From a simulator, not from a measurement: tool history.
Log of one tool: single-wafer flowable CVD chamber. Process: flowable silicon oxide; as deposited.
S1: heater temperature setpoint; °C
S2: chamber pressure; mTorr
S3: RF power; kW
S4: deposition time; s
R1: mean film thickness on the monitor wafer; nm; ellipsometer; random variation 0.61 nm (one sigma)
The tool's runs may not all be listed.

| run | hour | S1 | S2 | S3 | S4 | R1 |
|---|---|---|---|---|---|---|
| 1 | 0 | 90 | 774 | 1.89 | 260 | 206.89 |
| 2 | 4.8 | 90 | 774 | 2.135 | 260 | 211.24 |
| 3 | 7.5 | 89 | 774 | 2.135 | 260 | 216.8 |
| 4 | 13.3 | 89 | 664 | 2.135 | 260 | 186.8 |
| 5 | 21.4 | 84 | 664 | 2.135 | 260 | 212.81 |
| 6 | 27.4 | 83 | 665 | 2.135 | 260 | 218.65 |
| 7 | 35.4 | 82 | 666 | 2.135 | 260 | 225.12 |
| 8 | 41.9 | 81 | 666 | 2.135 | 260 | 231.11 |

The next listed run, before its measurement:
| 9 | 47.1 | 80 | 666 | 2.135 | 260 | ? |

Run 9 gave R1 237.6 nm.

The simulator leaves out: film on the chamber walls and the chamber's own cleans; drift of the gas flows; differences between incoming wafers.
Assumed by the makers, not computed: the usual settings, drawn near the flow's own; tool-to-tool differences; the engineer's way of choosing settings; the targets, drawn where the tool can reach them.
